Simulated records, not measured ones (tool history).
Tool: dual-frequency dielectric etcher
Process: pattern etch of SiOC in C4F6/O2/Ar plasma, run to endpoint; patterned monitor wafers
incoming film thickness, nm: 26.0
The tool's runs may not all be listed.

run,hour,bias power (W),source power (W),endpoint time (s)
1,0.0,590,270,8.4650
2,6.7,590,250,8.6166
3,14.4,601,250,8.5365
4,22.8,518,250,9.3968
5,27.2,518,270,9.2127
6,33.2,532,270,8.9986
# hour 34.7: wet clean of the chamber
7,34.7,544,270,9.3047

Forecast run 8:
8,35.5,559,270,?

Run 8 gave endpoint time (s) 9.2980.

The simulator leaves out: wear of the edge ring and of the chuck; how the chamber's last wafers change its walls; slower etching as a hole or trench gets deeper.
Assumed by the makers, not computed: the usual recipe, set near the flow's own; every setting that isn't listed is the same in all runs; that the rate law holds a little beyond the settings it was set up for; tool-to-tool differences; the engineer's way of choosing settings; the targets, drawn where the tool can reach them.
